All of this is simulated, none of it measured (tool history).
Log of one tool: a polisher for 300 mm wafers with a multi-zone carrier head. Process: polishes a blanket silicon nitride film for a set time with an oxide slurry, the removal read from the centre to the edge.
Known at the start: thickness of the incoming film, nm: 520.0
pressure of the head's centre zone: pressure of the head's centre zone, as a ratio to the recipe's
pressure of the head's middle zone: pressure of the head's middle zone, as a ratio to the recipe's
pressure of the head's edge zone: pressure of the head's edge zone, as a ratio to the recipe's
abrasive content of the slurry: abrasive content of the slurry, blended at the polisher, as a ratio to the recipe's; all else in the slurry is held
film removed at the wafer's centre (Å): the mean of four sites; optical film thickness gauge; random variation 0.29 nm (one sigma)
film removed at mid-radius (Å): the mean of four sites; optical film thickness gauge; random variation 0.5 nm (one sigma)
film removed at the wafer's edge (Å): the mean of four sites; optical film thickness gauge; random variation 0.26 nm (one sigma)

run	hour	flow of slurry (ml/min)	pressure of the head's centre zone	pressure of the head's middle zone	pressure of the head's edge zone	abrasive content of the slurry	polishing time (s)	film removed at the wafer's centre (Å)	film removed at mid-radius (Å)	film removed at the wafer's edge (Å)
1	0	260	1	1	1	1	56	270.73	272.67	281.15
2	7.9	285	1.06	1.05	1.03	1.15	57	314.48	318.85	311.73
3	12.6	285	1.13	1.05	1.03	1.15	57	332.98	322.46	310.64
4	18.3	305	1.15	1.06	1.03	1.25	59	372.74	345.37	334.37
5	21	305	1.15	1.06	0.98	1.25	59	373.65	343.26	325.94
6	23.7	320	1.16	1.08	1.01	1.35	60	392.01	366.82	351.52
7	31.1	320	1.16	1.08	1.01	1.35	60	396.07	375.74	353.99
8	33	330	1.17	1.09	1.01	1.4	61	409.15	381.48	362.26
9	34	330	1.18	1.1	1.01	1.45	63	432.08	405.74	383.17
10	34.8	340	1.18	1.11	1.01	1.45	64	440.18	421.14	391.62
11	37.2	345	1.18	1.11	1.01	1.45	65	449.78	429.08	398.25

Forecast run 12:
12	45.5	350	1.18	1.11	1.01	1.45	65	?	?	?

{"run 12": {"film removed at the wafer's centre (Å)": 449.55, "film removed at mid-radius (Å)": 432.52, "film removed at the wafer's edge (Å)": 397.07}}
